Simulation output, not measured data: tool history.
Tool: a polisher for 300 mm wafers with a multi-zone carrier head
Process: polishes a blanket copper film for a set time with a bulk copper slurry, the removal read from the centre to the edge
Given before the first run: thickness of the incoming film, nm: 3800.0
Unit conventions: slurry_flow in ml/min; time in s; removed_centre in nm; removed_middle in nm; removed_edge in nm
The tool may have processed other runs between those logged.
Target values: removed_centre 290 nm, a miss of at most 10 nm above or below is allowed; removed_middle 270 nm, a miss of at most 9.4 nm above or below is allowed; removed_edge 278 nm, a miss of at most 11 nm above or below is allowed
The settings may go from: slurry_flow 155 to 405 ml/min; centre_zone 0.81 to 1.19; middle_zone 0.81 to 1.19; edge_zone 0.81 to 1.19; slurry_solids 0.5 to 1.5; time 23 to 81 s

run    day  slurry_flow  centre_zone  middle_zone  edge_zone  slurry_solids  time  removed_centre  removed_middle  removed_edge
  1      0          260            1            1          1              1    52          333.25          332.18        325.73
  2  0.058          260            1            1          1              1    57          367.32          368.06        362.27
  3  0.196          260         0.99         0.98       0.98            0.9    56          349.33          347.81        336.79
  4  0.458          255         0.98         0.95       0.97           0.85    56          346.94          336.28        331.65
  5  0.667          250         0.96         0.92       0.96            0.8    55           326.3          317.14        324.25
  6  0.933          250         0.95          0.9       0.94           0.75    55          327.11          310.63        322.18
  7  0.983          245         0.95         0.89       0.93            0.7    54          307.32          300.16        307.35
  8  1.183          240         0.96         0.88       0.92           0.65    54          314.82          296.92        302.36
  9  1.412          235         0.95         0.87       0.91            0.6    54          299.19          288.18        299.84
 10  1.696          230         0.95         0.86        0.9            0.6    54          299.23          283.44        299.11
 11  1.938          230         0.96         0.86       0.89            0.6    54          301.59          286.41        291.15
 12  2.192          225         0.96         0.85       0.88            0.6    54          303.27          281.38        287.78
 13  2.496          220         0.96         0.85       0.88            0.6    54          298.06          288.31        291.01
 14  2.675          220         0.96         0.84       0.88            0.6    54           299.2          282.25        284.73
 15    2.9          215         0.96         0.83       0.88            0.6    54          298.48          271.74        285.88
 16  2.971          210         0.96         0.83       0.88            0.6    54          300.38          272.03        292.25

Exercise: of the 5 proposed moves below, exactly one satisfies all targets within the stated allowed misses. Which move is it?
  A  3.042          165         0.95         0.82       0.82            0.9    52               ?               ?             ?
  B  3.042          195         1.06         0.82       0.86           0.75    52               ?               ?             ?
  C  3.042          225         1.05         0.82       0.88            0.6    52               ?               ?             ?
  D  3.042          245         1.02         0.82       0.84            0.6    54               ?               ?             ?
  E  3.042          250         1.07         0.82       0.84            0.6    52               ?               ?             ?

move  removed_centre  removed_middle  removed_edge
   A          286.46          268.09        279.58
   B          319.14          268.81        283.48
   C          314.19          266.33        281.88
   D          321.75          279.86        289.83
   E           324.8          270.13        279.65
A: in spec on every target
B: the furthest-off result lands on target, but another misses its tolerance
C: the furthest-off result lands on target, but another misses its tolerance
D: the biggest miss grows against the last run
E: the furthest-off result lands on target, but another misses its tolerance
The right move is A.
